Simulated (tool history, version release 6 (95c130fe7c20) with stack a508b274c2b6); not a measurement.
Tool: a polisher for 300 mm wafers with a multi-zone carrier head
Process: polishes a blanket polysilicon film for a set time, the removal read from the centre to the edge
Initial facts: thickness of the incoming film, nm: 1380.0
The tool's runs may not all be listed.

| run | hour | flow of slurry (ml/min) | pressure of the head's centre zone | pressure of the head's middle zone | pressure of the head's edge zone | polishing time (s) | film removed at the wafer's centre (nm) | film removed at mid-radius (nm) | film removed at the wafer's edge (nm) |
|---|---|---|---|---|---|---|---|---|---|
| 1 | 0.0 | 195 | 1.00 | 1.00 | 1.00 | 45 | 344.76 | 343.44 | 337.21 |
| 2 | 8.8 | 195 | 1.00 | 1.08 | 1.00 | 45 | 346.95 | 358.70 | 337.31 |
| 3 | 11.6 | 205 | 1.01 | 1.10 | 1.02 | 49 | 384.34 | 404.47 | 376.06 |
| 4 | 16.5 | 205 | 1.08 | 1.10 | 1.02 | 49 | 401.59 | 402.23 | 379.68 |
| 5 | 19.0 | 205 | 1.08 | 1.03 | 1.02 | 49 | 405.90 | 384.57 | 378.13 |
| 6 | 27.9 | 205 | 1.08 | 1.03 | 0.98 | 49 | 412.23 | 388.89 | 367.67 |

Predict the results of run 7:
| 7 | 36.7 | 215 | 1.08 | 1.07 | 1.00 | 52 | ? | ? | ? |

film removed at the wafer's centre (nm): 430.10
film removed at mid-radius (nm): 417.78
film removed at the wafer's edge (nm): 390.65
